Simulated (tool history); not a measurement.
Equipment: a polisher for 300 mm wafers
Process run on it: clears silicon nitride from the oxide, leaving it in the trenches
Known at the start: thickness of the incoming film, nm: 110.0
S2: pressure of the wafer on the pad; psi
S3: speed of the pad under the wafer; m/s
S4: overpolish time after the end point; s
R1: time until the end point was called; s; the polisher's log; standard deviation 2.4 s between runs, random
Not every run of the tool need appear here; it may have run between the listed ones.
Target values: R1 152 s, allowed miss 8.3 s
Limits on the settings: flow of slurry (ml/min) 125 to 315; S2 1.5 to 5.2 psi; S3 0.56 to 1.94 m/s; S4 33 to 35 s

run 1 hour=0 | flow_of_slurry_(ml/min)=205 S2=3.3 S3=1.24 S4=33 | R1=65.304
run 2 hour=4.3 | flow_of_slurry_(ml/min)=160 S2=3.3 S3=1.24 S4=33 | R1=67.85
run 3 hour=7.9 | flow_of_slurry_(ml/min)=160 S2=3.3 S3=1.52 S4=33 | R1=57.444
run 4 hour=11 | flow_of_slurry_(ml/min)=150 S2=2.7 S3=1.3 S4=33 | R1=81.591
run 5 hour=17.4 | flow_of_slurry_(ml/min)=145 S2=2.3 S3=1.2 S4=33 | R1=100.65
run 6 hour=20.5 | flow_of_slurry_(ml/min)=125 S2=2.3 S3=1.2 S4=33 | R1=105.66
run 7 hour=27.3 | flow_of_slurry_(ml/min)=125 S2=1.5 S3=1 S4=33 | R1=182.45
run 8 hour=36.2 | flow_of_slurry_(ml/min)=125 S2=1.6 S3=1 S4=33 | R1=173.91
run 9 hour=39.4 | flow_of_slurry_(ml/min)=125 S2=1.7 S3=1 S4=33 | R1=165.95

5 candidate next runs follow, results not yet known. Just one meets every target within its allowed miss. Identify it.
run A hour=42.6 | flow_of_slurry_(ml/min)=125 S2=1.9 S3=0.76 S4=35 | R1=?
run B hour=42.6 | flow_of_slurry_(ml/min)=175 S2=1.6 S3=1.22 S4=35 | R1=?
run C hour=42.6 | flow_of_slurry_(ml/min)=125 S2=2.2 S3=0.82 S4=33 | R1=?
run D hour=42.6 | flow_of_slurry_(ml/min)=125 S2=1.6 S3=1 S4=33 | R1=?
run E hour=42.6 | flow_of_slurry_(ml/min)=125 S2=1.7 S3=0.98 S4=35 | R1=?

move=A R1=187.19
move=B R1=137.76
move=C R1=152.81
move=D R1=174.57
move=E R1=167.78
A: the biggest miss grows against the last run
B: moves the result that the last run missed by most past its target, out the other side
C: every result lands within tolerance
D: the biggest miss grows against the last run
E: the biggest miss grows against the last run
C meets every target.
